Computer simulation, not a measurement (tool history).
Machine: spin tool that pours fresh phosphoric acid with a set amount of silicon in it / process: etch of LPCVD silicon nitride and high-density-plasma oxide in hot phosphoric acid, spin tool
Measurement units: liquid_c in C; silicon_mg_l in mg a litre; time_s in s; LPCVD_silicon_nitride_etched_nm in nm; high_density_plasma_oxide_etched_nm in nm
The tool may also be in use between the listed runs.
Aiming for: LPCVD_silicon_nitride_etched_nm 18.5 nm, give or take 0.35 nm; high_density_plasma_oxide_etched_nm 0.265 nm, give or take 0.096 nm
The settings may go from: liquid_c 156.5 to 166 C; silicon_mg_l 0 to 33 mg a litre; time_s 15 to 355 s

| run | hour | liquid_c | silicon_mg_l | time_s | LPCVD_silicon_nitride_etched_nm | high_density_plasma_oxide_etched_nm |
|---|---|---|---|---|---|---|
| 1 | 0 | 161 | 14.5 | 180 | 14.112 | 0.26157 |
| 2 | 5.4 | 161 | 14.5 | 145 | 11.233 | 0.15718 |
| 3 | 13 | 162 | 18 | 160 | 12.982 | 0.18281 |
| 4 | 21.9 | 162 | 18 | 120 | 9.6645 | 0.15065 |
| 5 | 22.9 | 162.5 | 20 | 140 | 11.528 | 0.13038 |
| 6 | 24.4 | 162.5 | 20 | 210 | 17.367 | 0.23109 |
| 7 | 25.3 | 163 | 19.5 | 210 | 17.416 | 0.27943 |
| 8 | 32.8 | 163.5 | 20.5 | 210 | 17.783 | 0.27002 |
| 9 | 37 | 163.5 | 21 | 210 | 17.826 | 0.26052 |
| 10 | 38.7 | 163.5 | 21.5 | 210 | 17.918 | 0.21947 |
| 11 | 46.7 | 163.5 | 21 | 210 | 17.807 | 0.24412 |

Which single option among these 5 for the next run brings every result within its allowed miss of target? Just one does.
| A | 54.7 | 160 | 18.5 | 260 | ? | ? |
| B | 54.7 | 164 | 23.5 | 225 | ? | ? |
| C | 54.7 | 164.5 | 25 | 220 | ? | ? |
| D | 54.7 | 161.5 | 22.5 | 245 | ? | ? |
| E | 54.7 | 162.5 | 19 | 225 | ? | ? |

| move | LPCVD_silicon_nitride_etched_nm | high_density_plasma_oxide_etched_nm |
|---|---|---|
| A | 19.707 | 0.2538 |
| B | 19.528 | 0.25557 |
| C | 19.416 | 0.24695 |
| D | 19.543 | 0.23836 |
| E | 18.566 | 0.26128 |
A: pushes the last run's worst result past its target
B: pushes the last run's worst result past its target
C: pushes the last run's worst result past its target
D: pushes the last run's worst result past its target
E: every result lands within tolerance
E is the move that brings every result within its allowed miss.
